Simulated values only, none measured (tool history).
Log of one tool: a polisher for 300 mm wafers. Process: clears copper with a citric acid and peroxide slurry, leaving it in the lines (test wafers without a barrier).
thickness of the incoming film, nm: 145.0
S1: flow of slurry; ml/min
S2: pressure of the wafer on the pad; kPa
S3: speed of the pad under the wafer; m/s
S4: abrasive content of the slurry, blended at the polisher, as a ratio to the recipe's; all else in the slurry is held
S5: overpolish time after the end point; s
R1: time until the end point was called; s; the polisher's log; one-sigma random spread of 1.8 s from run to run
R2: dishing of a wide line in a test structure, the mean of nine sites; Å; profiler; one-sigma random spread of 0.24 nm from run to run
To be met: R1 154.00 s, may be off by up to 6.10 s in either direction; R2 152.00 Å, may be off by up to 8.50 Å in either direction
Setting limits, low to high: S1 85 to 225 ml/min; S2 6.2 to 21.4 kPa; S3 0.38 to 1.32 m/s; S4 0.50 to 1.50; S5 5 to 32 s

run 1 hour=0.0 | S1=145 S2=13.8 S3=0.84 S4=1.00 S5=16 | R1=133.40 R2=105.71
run 2 hour=8.2 | S1=140 S2=13.1 S3=0.84 S4=1.00 S5=19 | R1=134.81 R2=123.02
run 3 hour=11.3 | S1=140 S2=15.9 S3=0.84 S4=1.00 S5=19 | R1=121.33 R2=132.12
run 4 hour=20.0 | S1=135 S2=13.8 S3=0.84 S4=1.00 S5=21 | R1=132.87 R2=131.58
run 5 hour=26.9 | S1=130 S2=13.1 S3=0.84 S4=1.00 S5=23 | R1=141.23 R2=135.66
run 6 hour=30.6 | S1=125 S2=12.4 S3=0.84 S4=1.00 S5=25 | R1=149.75 R2=143.67
run 7 hour=39.2 | S1=125 S2=12.4 S3=0.84 S4=1.00 S5=26 | R1=145.88 R2=149.22
run 8 hour=45.1 | S1=120 S2=12.4 S3=0.84 S4=1.00 S5=27 | R1=146.77 R2=150.80

Below are 4 possible settings for the next run. Only one of them brings all results inside the allowed miss of their targets. Which is it?
run A hour=51.0 | S1=95 S2=15.9 S3=0.86 S4=0.90 S5=23 | R1=? R2=?
run B hour=51.0 | S1=190 S2=13.1 S3=0.60 S4=0.95 S5=31 | R1=? R2=?
run C hour=51.0 | S1=170 S2=8.3 S3=0.98 S4=0.85 S5=30 | R1=? R2=?
run D hour=51.0 | S1=85 S2=15.2 S3=0.88 S4=0.90 S5=28 | R1=? R2=?

move=A R1=133.49 R2=143.97
move=B R1=166.37 R2=152.68
move=C R1=154.39 R2=155.48
move=D R1=140.15 R2=160.97
A: the biggest miss grows against the last run
B: moves the result that the last run missed by most past its target, out the other side
C: each result inside its tolerance
D: the biggest miss grows against the last run
The right move is C.
